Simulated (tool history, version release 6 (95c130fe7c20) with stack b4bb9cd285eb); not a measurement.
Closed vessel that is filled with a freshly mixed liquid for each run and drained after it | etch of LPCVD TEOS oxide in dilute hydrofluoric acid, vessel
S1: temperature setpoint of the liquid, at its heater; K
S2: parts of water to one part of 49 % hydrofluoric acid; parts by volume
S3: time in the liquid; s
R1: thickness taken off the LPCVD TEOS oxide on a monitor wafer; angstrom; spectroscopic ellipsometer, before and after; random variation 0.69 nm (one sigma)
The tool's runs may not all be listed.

run  hour      S1   S2   S3      R1
  1     0  299.15  140  265  551.39
  2   5.6  301.65  130  265  665.01
  3  11.7  303.15  125  265  728.67
  4    17  303.15  145  265  626.28
  5    24  305.65  145  265  668.98
     27.8  -- thermometer replaced
  6  27.8  305.65  170  265  603.54
  7  34.8  306.15  150  265  712.96
  8  39.8  306.65  140  265  790.42
  9  49.1  306.65  135  265  828.84

Run 10 comes next. What will it give?
 10  57.8  306.65  130  265   ?

{"run 10": {"R1": 849.83}}
